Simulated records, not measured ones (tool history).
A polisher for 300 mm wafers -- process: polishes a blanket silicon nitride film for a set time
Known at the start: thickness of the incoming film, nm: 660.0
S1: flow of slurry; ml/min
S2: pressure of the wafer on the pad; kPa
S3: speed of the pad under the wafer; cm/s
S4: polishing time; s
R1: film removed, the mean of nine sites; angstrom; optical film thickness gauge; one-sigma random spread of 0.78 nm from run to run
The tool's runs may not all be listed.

run 1 day=0 | S1=135 S2=24.1 S3=138 S4=49 | R1=1189.6
run 2 day=0.092 | S1=130 S2=22.8 S3=138 S4=49 | R1=1119.4
run 3 day=0.242 | S1=125 S2=22.1 S3=138 S4=49 | R1=1070
run 4 day=0.354 | S1=120 S2=21.4 S3=138 S4=49 | R1=1023.1
run 5 day=0.45 | S1=115 S2=20.7 S3=138 S4=49 | R1=1008.6
run 6 day=0.725 | S1=135 S2=20.7 S3=138 S4=49 | R1=1026.2
run 7 day=0.842 | S1=130 S2=20 S3=138 S4=49 | R1=988.47

Forecast run 8:
run 8 day=1.083 | S1=125 S2=19.3 S3=138 S4=49 | R1=?

R1: 939.45 angstrom
